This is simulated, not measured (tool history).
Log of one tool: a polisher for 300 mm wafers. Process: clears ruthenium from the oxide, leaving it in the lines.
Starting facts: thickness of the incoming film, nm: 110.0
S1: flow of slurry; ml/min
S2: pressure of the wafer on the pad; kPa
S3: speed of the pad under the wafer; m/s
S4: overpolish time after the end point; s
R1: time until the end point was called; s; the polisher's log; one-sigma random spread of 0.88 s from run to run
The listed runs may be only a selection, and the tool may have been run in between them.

{"run": 1, "hour": 0.0, "S1": 305, "S2": 14.5, "S3": 1.1, "S4": 8, "R1": 76.573}
{"run": 2, "hour": 7.7, "S1": 305, "S2": 13.8, "S3": 1.1, "S4": 8, "R1": 78.622}
{"run": 3, "hour": 8.8, "S1": 305, "S2": 17.2, "S3": 1.1, "S4": 8, "R1": 65.478}
{"run": 4, "hour": 11.9, "S1": 305, "S2": 17.2, "S3": 1.1, "S4": 8, "R1": 65.828}
{"run": 5, "hour": 12.7, "S1": 305, "S2": 15.2, "S3": 1.1, "S4": 8, "R1": 73.247}
{"run": 6, "hour": 21.5, "S1": 305, "S2": 16.5, "S3": 1.1, "S4": 8, "R1": 67.844}

The next listed run, before its measurement:
{"run": 7, "hour": 26.0, "S1": 305, "S2": 16.5, "S3": 1.1, "S4": 8, "R1": "?"}

Run 7 yielded R1 67.170 s.

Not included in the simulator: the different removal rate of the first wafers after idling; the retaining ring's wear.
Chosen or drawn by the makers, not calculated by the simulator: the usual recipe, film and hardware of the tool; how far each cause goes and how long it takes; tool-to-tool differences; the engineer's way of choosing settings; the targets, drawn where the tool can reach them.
